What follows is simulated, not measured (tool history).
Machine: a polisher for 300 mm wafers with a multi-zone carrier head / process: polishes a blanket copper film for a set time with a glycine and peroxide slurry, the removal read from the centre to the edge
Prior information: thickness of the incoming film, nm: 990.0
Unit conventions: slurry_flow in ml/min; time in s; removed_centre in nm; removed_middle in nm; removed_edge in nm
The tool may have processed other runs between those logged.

run,day,slurry_flow,centre_zone,middle_zone,edge_zone,time,removed_centre,removed_middle,removed_edge
1,0.000,265,1.00,1.00,1.00,41,249.71,250.30,250.34
2,0.183,265,1.00,1.00,1.00,32,196.88,196.84,194.38
3,0.292,270,1.01,1.00,0.99,32,199.88,191.23,191.98
4,0.504,270,1.01,1.05,0.99,32,197.52,199.69,191.80
5,0.683,275,1.02,1.06,0.99,32,201.93,195.72,193.75
6,0.842,340,1.02,1.06,0.99,32,205.27,206.30,199.69
7,1.021,335,1.03,1.07,0.98,32,208.89,202.61,197.80
8,1.304,330,1.03,1.08,0.97,32,204.88,203.37,195.11
9,1.379,330,1.04,1.09,0.96,32,208.52,207.29,193.30
10,1.433,330,1.05,1.09,0.96,32,207.36,208.20,194.77
11,1.492,330,1.05,1.09,0.96,32,208.96,206.47,195.07

What does the tool deliver on the next run?
12,1.758,330,1.05,1.09,0.96,32,?,?,?

{"run 12": {"removed_centre": 207.08, "removed_middle": 206.73, "removed_edge": 192.61}}
